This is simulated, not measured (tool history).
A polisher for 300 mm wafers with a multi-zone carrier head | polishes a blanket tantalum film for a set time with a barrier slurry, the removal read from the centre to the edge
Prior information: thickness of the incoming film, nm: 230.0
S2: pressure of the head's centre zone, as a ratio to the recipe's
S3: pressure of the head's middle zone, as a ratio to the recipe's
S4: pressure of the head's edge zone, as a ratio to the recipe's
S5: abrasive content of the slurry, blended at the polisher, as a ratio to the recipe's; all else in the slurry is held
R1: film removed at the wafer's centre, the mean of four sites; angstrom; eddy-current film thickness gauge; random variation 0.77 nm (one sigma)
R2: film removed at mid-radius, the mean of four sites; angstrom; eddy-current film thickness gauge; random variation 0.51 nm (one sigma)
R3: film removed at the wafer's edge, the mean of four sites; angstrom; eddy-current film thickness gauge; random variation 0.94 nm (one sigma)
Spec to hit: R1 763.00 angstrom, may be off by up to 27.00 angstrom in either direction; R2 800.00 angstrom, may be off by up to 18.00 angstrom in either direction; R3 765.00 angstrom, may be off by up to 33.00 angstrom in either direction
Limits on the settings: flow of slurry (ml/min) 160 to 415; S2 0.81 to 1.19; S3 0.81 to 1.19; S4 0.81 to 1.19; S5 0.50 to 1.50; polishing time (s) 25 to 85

run 1 hour=0.0 | flow_of_slurry_(ml/min)=265 S2=1.00 S3=1.00 S4=1.00 S5=1.00 polishing_time_(s)=55 | R1=546.54 R2=551.46 R3=581.17
run 2 hour=4.8 | flow_of_slurry_(ml/min)=215 S2=1.00 S3=1.00 S4=1.00 S5=1.00 polishing_time_(s)=55 | R1=540.64 R2=533.18 R3=561.91
run 3 hour=8.5 | flow_of_slurry_(ml/min)=215 S2=1.00 S3=1.00 S4=1.00 S5=0.90 polishing_time_(s)=55 | R1=524.89 R2=518.98 R3=548.44
run 4 hour=15.4 | flow_of_slurry_(ml/min)=215 S2=1.00 S3=1.00 S4=1.03 S5=0.90 polishing_time_(s)=55 | R1=519.08 R2=524.21 R3=555.83
run 5 hour=19.8 | flow_of_slurry_(ml/min)=230 S2=1.02 S3=1.03 S4=1.05 S5=1.00 polishing_time_(s)=55 | R1=541.51 R2=553.34 R3=567.16
run 6 hour=22.9 | flow_of_slurry_(ml/min)=245 S2=1.03 S3=1.04 S4=1.06 S5=1.10 polishing_time_(s)=56 | R1=581.02 R2=592.39 R3=608.93
run 7 hour=31.5 | flow_of_slurry_(ml/min)=260 S2=1.04 S3=1.05 S4=1.07 S5=1.15 polishing_time_(s)=56 | R1=599.83 R2=600.03 R3=618.76
run 8 hour=40.1 | flow_of_slurry_(ml/min)=270 S2=1.06 S3=1.15 S4=1.10 S5=1.40 polishing_time_(s)=64 | R1=743.01 R2=782.43 R3=738.19

5 next moves are on the table. One of them brings every result within its allowed miss. Which?
run A hour=48.7 | flow_of_slurry_(ml/min)=250 S2=1.10 S3=1.17 S4=1.10 S5=1.50 polishing_time_(s)=61 | R1=? R2=? R3=?
run B hour=48.7 | flow_of_slurry_(ml/min)=200 S2=1.05 S3=1.14 S4=1.14 S5=1.40 polishing_time_(s)=65 | R1=? R2=? R3=?
run C hour=48.7 | flow_of_slurry_(ml/min)=225 S2=1.12 S3=1.19 S4=0.98 S5=1.50 polishing_time_(s)=64 | R1=? R2=? R3=?
run D hour=48.7 | flow_of_slurry_(ml/min)=400 S2=1.07 S3=1.16 S4=1.14 S5=1.45 polishing_time_(s)=62 | R1=? R2=? R3=?
run E hour=48.7 | flow_of_slurry_(ml/min)=210 S2=1.00 S3=1.19 S4=1.11 S5=1.45 polishing_time_(s)=65 | R1=? R2=? R3=?

move=A R1=731.39 R2=757.13 R3=723.50
move=B R1=706.62 R2=752.70 R3=754.03
move=C R1=769.03 R2=794.52 R3=713.93
move=D R1=756.04 R2=795.09 R3=769.35
move=E R1=683.95 R2=793.38 R3=754.34
A: moves away from the targets compared with the last run
B: moves away from the targets compared with the last run
C: the worst result of the last run now meets its target, but another is out of spec
D: every result lands within tolerance
E: the worst result of the last run now meets its target, but another is out of spec
Move D is the one to make.

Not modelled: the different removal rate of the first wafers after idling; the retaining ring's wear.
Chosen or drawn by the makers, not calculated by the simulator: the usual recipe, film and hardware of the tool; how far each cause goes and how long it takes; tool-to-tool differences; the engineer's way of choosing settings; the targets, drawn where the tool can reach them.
